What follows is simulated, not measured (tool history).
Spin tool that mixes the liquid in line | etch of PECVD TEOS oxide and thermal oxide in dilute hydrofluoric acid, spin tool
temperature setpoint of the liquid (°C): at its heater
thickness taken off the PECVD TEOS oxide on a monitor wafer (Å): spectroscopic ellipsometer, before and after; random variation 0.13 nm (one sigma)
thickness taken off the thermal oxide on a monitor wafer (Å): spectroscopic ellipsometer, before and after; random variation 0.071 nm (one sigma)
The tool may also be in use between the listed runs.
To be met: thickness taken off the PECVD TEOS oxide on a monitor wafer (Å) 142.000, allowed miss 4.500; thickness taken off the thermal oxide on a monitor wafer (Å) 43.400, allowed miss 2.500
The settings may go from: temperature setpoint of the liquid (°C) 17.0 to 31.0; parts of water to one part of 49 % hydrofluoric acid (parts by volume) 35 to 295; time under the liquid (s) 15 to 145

run	hour	temperature setpoint of the liquid (°C)	parts of water to one part of 49 % hydrofluoric acid (parts by volume)	time under the liquid (s)	thickness taken off the PECVD TEOS oxide on a monitor wafer (Å)	thickness taken off the thermal oxide on a monitor wafer (Å)
1	0.0	23.0	165	75	61.502	18.835
2	0.8	23.0	165	100	82.231	24.346
3	7.1	24.0	160	100	89.294	27.498
4	10.5	24.0	160	80	70.674	21.742
5	16.6	24.0	125	80	94.160	28.770
6	22.6	24.0	125	110	127.770	39.051
7	27.9	25.0	125	110	134.950	41.532
8	29.0	25.5	125	110	136.480	43.048
9	35.7	25.0	115	110	146.020	45.927

4 next moves are on the table. One of them brings every result within its allowed miss. Which?
A	42.4	27.0	105	95	?	?
B	42.4	25.5	120	110	?	?
C	42.4	29.5	110	90	?	?
D	42.4	17.0	105	145	?	?

move	thickness taken off the PECVD TEOS oxide on a monitor wafer (Å)	thickness taken off the thermal oxide on a monitor wafer (Å)
A	152.180	47.819
B	142.760	44.860
C	150.600	47.323
D	154.170	48.444
A: further off than the last run
B: meets every target
C: further off than the last run
D: further off than the last run
Answer: B

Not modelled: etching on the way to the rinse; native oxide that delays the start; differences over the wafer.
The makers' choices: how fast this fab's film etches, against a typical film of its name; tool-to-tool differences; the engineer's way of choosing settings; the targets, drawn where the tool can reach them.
